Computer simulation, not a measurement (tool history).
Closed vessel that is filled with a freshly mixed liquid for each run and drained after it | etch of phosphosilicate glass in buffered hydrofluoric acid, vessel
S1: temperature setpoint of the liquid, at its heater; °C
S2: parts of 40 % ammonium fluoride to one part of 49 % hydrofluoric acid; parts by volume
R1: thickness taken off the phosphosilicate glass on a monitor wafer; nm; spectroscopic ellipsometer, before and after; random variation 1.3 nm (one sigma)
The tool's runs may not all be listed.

run 1 hour=0.0 | S1=23.0 S2=20.0 time_in_the_liquid_(s)=30 | R1=87.907
run 2 hour=6.4 | S1=24.0 S2=18.5 time_in_the_liquid_(s)=30 | R1=99.833
run 3 hour=7.9 | S1=26.5 S2=18.5 time_in_the_liquid_(s)=30 | R1=114.390
run 4 hour=14.8 | S1=27.0 S2=17.5 time_in_the_liquid_(s)=30 | R1=124.720
run 5 hour=16.8 | S1=27.0 S2=17.5 time_in_the_liquid_(s)=30 | R1=123.880
run 6 hour=17.8 | S1=27.5 S2=16.5 time_in_the_liquid_(s)=30 | R1=132.910
run 7 hour=20.5 | S1=28.0 S2=15.5 time_in_the_liquid_(s)=30 | R1=148.010
run 8 hour=24.5 | S1=28.5 S2=15.0 time_in_the_liquid_(s)=30 | R1=156.950
run 9 hour=28.6 | S1=29.0 S2=14.5 time_in_the_liquid_(s)=30 | R1=166.680
run 10 hour=31.6 | S1=29.0 S2=14.0 time_in_the_liquid_(s)=30 | R1=171.930
run 11 hour=37.9 | S1=29.0 S2=13.5 time_in_the_liquid_(s)=30 | R1=179.450
run 12 hour=42.8 | S1=31.0 S2=11.0 time_in_the_liquid_(s)=30 | R1=242.270

The next listed run, before its measurement:
run 13 hour=44.4 | S1=30.0 S2=11.0 time_in_the_liquid_(s)=30 | R1=?

{"run 13": {"R1": 231.26}}
